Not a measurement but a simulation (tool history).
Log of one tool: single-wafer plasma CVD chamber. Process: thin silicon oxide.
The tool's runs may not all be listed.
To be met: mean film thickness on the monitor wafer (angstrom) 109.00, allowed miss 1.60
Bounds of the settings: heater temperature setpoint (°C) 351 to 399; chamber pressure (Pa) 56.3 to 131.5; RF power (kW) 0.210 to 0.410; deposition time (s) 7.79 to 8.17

run,hour,heater temperature setpoint (°C),chamber pressure (Pa),RF power (kW),deposition time (s),mean film thickness on the monitor wafer (angstrom)
1,0.0,375,93.9,0.310,8.17,134.54
2,0.5,375,90.5,0.310,8.17,130.64
3,2.1,375,87.6,0.310,8.17,126.26
4,4.3,370,87.6,0.310,8.17,127.61
5,12.5,370,87.6,0.310,8.17,126.45
6,19.3,370,87.6,0.345,8.17,131.93
7,21.2,370,87.6,0.345,8.17,130.79
8,21.9,370,84.7,0.345,8.17,125.95
9,29.6,370,82.5,0.345,8.17,123.74
10,35.9,370,80.5,0.345,8.17,120.23
11,43.3,370,79.2,0.345,8.17,118.35
12,50.6,370,70.4,0.345,8.17,104.87
13,55.3,369,70.8,0.345,8.17,105.65
14,60.6,369,71.2,0.345,8.17,105.99
15,64.1,369,74.1,0.345,8.17,111.02
# hour 68.1: RF generator calibrated
16,68.1,369,74.0,0.345,8.17,112.51
17,68.9,370,73.9,0.345,8.17,111.52
18,72.3,370,73.6,0.345,8.17,111.54
19,72.9,370,73.2,0.345,8.17,111.13

Which of these 5 next moves meets every target?
A,73.5,363,82.1,0.310,7.84,?
B,73.5,355,68.3,0.355,8.17,?
C,73.5,364,73.2,0.380,7.79,?
D,73.5,386,76.7,0.335,8.15,?
E,73.5,370,75.9,0.375,7.81,?

move,mean film thickness on the monitor wafer (angstrom)
A,116.29
B,105.36
C,109.48
D,113.57
E,112.95
A: further off than the last run
B: takes the result that was furthest off past its target
C: meets every target
D: further off than the last run
E: further off than the last run
Move C is the one to make.

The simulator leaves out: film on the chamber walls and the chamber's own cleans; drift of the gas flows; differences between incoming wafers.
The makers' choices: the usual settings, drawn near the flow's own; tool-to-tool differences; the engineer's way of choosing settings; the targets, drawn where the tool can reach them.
